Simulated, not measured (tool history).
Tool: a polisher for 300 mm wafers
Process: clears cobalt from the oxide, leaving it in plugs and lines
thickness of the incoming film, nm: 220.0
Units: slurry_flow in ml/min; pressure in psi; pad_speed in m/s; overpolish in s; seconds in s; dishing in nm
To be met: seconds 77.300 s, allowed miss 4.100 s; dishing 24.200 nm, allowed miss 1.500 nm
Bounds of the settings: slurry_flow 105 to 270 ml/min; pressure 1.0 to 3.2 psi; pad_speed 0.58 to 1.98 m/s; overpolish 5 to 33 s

{"run": 1, "hour": 0.0, "slurry_flow": 175, "pressure": 2.1, "pad_speed": 1.28, "overpolish": 17, "seconds": 39.883, "dishing": 37.52}
{"run": 2, "hour": 3.5, "slurry_flow": 175, "pressure": 2.1, "pad_speed": 1.5, "overpolish": 17, "seconds": 36.058, "dishing": 38.818}
{"run": 3, "hour": 12.5, "slurry_flow": 180, "pressure": 1.9, "pad_speed": 1.34, "overpolish": 15, "seconds": 42.103, "dishing": 34.852}
{"run": 4, "hour": 15.2, "slurry_flow": 180, "pressure": 1.9, "pad_speed": 1.5, "overpolish": 15, "seconds": 37.902, "dishing": 36.824}
{"run": 5, "hour": 21.3, "slurry_flow": 180, "pressure": 1.5, "pad_speed": 1.5, "overpolish": 15, "seconds": 47.397, "dishing": 34.741}
{"run": 6, "hour": 28.3, "slurry_flow": 190, "pressure": 1.4, "pad_speed": 1.4, "overpolish": 13, "seconds": 53.635, "dishing": 31.6}
{"run": 7, "hour": 32.4, "slurry_flow": 190, "pressure": 1.3, "pad_speed": 1.36, "overpolish": 11, "seconds": 58.515, "dishing": 26.51}
{"run": 8, "hour": 36.2, "slurry_flow": 190, "pressure": 1.2, "pad_speed": 1.32, "overpolish": 11, "seconds": 64.75, "dishing": 25.164}

4 next moves are on the table. One of them brings every result within its allowed miss. Which?
{"run": "A", "hour": 40.0, "slurry_flow": 165, "pressure": 1.0, "pad_speed": 1.1, "overpolish": 20, "seconds": "?", "dishing": "?"}
{"run": "B", "hour": 40.0, "slurry_flow": 215, "pressure": 1.0, "pad_speed": 1.26, "overpolish": 12, "seconds": "?", "dishing": "?"}
{"run": "C", "hour": 40.0, "slurry_flow": 170, "pressure": 1.0, "pad_speed": 1.16, "overpolish": 19, "seconds": "?", "dishing": "?"}
{"run": "D", "hour": 40.0, "slurry_flow": 105, "pressure": 1.2, "pad_speed": 1.46, "overpolish": 10, "seconds": "?", "dishing": "?"}

move=A seconds=91.546 dishing=29.702
move=B seconds=80.372 dishing=23.954
move=C seconds=87.981 dishing=29.518
move=D seconds=70.750 dishing=23.088
A: takes the result that was furthest off past its target
B: meets every target
C: takes the result that was furthest off past its target
D: nearer than the last run, and not there yet
The right move is B.
